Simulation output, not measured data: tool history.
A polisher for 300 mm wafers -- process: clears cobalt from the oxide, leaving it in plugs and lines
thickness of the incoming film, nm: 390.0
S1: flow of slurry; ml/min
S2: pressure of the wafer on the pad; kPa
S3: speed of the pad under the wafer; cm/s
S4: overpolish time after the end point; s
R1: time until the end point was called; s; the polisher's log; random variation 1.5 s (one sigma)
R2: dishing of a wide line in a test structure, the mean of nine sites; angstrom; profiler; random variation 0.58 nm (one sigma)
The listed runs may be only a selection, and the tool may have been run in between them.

Run 1, hour 0.0: S1 320 ml/min, S2 13.1 kPa, S3 112 cm/s, S4 19 s. Result: R1 70.852 s, R2 486.77 angstrom.
Run 2, hour 3.0: S1 320 ml/min, S2 10.3 kPa, S3 112 cm/s, S4 19 s. Result: R1 88.929 s, R2 439.99 angstrom.
Run 3, hour 10.6: S1 320 ml/min, S2 9.0 kPa, S3 110 cm/s, S4 21 s. Result: R1 103.960 s, R2 425.23 angstrom.
Run 4, hour 13.9: S1 320 ml/min, S2 10.3 kPa, S3 110 cm/s, S4 21 s. Result: R1 90.285 s, R2 458.18 angstrom.
Run 5, hour 19.5: S1 320 ml/min, S2 9.0 kPa, S3 110 cm/s, S4 22 s. Result: R1 104.660 s, R2 433.45 angstrom.
At hour 23.8: slurry nozzle cleaned.
Run 6, hour 23.8: S1 320 ml/min, S2 8.3 kPa, S3 110 cm/s, S4 23 s. Result: R1 108.310 s, R2 437.73 angstrom.

Run 7 is up next; what results do you expect?
Run 7, hour 31.8: S1 320 ml/min, S2 7.6 kPa, S3 110 cm/s, S4 24 s. Result: R1 ?, R2 ?.

Run 7 came out at R1 118.190 s, R2 427.88 angstrom.
